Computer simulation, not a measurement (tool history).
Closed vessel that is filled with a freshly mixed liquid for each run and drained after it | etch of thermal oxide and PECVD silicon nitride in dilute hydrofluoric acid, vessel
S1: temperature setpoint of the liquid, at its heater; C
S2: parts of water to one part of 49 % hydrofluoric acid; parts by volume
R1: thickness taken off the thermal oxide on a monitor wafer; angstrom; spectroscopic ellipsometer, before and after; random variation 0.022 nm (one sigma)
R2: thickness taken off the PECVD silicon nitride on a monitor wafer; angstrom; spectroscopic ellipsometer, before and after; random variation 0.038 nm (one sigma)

Run 1, hour 0.0: S1 22 C, S2 85 parts by volume, time in the liquid (s) 125. Result: R1 59.406 angstrom, R2 63.572 angstrom.
Run 2, hour 1.7: S1 22 C, S2 85 parts by volume, time in the liquid (s) 145. Result: R1 68.707 angstrom, R2 74.252 angstrom.
Run 3, hour 9.9: S1 21 C, S2 85 parts by volume, time in the liquid (s) 145. Result: R1 65.889 angstrom, R2 70.017 angstrom.
Run 4, hour 16.5: S1 20 C, S2 85 parts by volume, time in the liquid (s) 145. Result: R1 62.749 angstrom, R2 64.633 angstrom.
Run 5, hour 20.2: S1 23 C, S2 85 parts by volume, time in the liquid (s) 145. Result: R1 71.341 angstrom, R2 78.855 angstrom.
Run 6, hour 23.5: S1 22 C, S2 85 parts by volume, time in the liquid (s) 145. Result: R1 68.248 angstrom, R2 73.962 angstrom.
Run 7, hour 24.7: S1 22 C, S2 85 parts by volume, time in the liquid (s) 145. Result: R1 68.454 angstrom, R2 73.935 angstrom.

Forecast run 8:
Run 8, hour 26.5: S1 21 C, S2 85 parts by volume, time in the liquid (s) 145. Result: R1 ?, R2 ?.

R1: 65.962 angstrom
R2: 69.528 angstrom

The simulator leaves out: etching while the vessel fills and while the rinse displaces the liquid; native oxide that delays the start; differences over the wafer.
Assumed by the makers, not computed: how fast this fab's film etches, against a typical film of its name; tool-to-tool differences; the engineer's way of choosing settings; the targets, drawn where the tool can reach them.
